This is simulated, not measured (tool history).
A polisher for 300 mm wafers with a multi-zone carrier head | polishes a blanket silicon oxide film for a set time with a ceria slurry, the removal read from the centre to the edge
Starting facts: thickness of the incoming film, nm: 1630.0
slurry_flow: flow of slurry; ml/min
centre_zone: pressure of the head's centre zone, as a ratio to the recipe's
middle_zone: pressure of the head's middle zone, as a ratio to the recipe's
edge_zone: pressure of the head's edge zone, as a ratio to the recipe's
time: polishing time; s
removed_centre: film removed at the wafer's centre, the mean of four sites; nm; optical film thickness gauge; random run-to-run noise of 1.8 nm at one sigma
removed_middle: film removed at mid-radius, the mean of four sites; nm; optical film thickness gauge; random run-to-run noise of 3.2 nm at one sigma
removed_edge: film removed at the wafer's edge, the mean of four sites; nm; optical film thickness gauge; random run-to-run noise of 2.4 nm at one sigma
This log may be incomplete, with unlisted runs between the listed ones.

| run | hour | slurry_flow | centre_zone | middle_zone | edge_zone | time | removed_centre | removed_middle | removed_edge |
|---|---|---|---|---|---|---|---|---|---|
| 1 | 0.0 | 265 | 1.00 | 1.00 | 1.00 | 67 | 402.75 | 406.19 | 407.49 |
| 2 | 3.1 | 255 | 0.96 | 0.98 | 0.98 | 59 | 330.92 | 353.15 | 363.62 |
| 3 | 6.4 | 255 | 0.95 | 0.97 | 0.96 | 52 | 293.07 | 307.33 | 311.22 |
| 4 | 9.3 | 255 | 0.95 | 0.92 | 0.96 | 52 | 295.06 | 301.42 | 316.46 |
| 5 | 16.8 | 250 | 0.92 | 0.90 | 0.94 | 48 | 261.00 | 264.65 | 286.84 |
| 6 | 21.5 | 245 | 0.89 | 0.90 | 0.91 | 47 | 246.68 | 257.60 | 274.04 |
| 7 | 23.6 | 235 | 0.87 | 0.90 | 0.90 | 46 | 235.10 | 259.41 | 262.36 |
| 8 | 29.8 | 230 | 0.86 | 0.88 | 0.90 | 45 | 225.87 | 247.84 | 267.31 |
| 9 | 35.6 | 230 | 0.85 | 0.87 | 0.88 | 44 | 215.60 | 242.95 | 254.93 |

What does the tool deliver on the next run?
| 10 | 38.1 | 230 | 0.85 | 0.86 | 0.87 | 43 | ? | ? | ? |

Run 10 came out at removed_centre 212.09 nm, removed_middle 232.86 nm, removed_edge 250.09 nm.

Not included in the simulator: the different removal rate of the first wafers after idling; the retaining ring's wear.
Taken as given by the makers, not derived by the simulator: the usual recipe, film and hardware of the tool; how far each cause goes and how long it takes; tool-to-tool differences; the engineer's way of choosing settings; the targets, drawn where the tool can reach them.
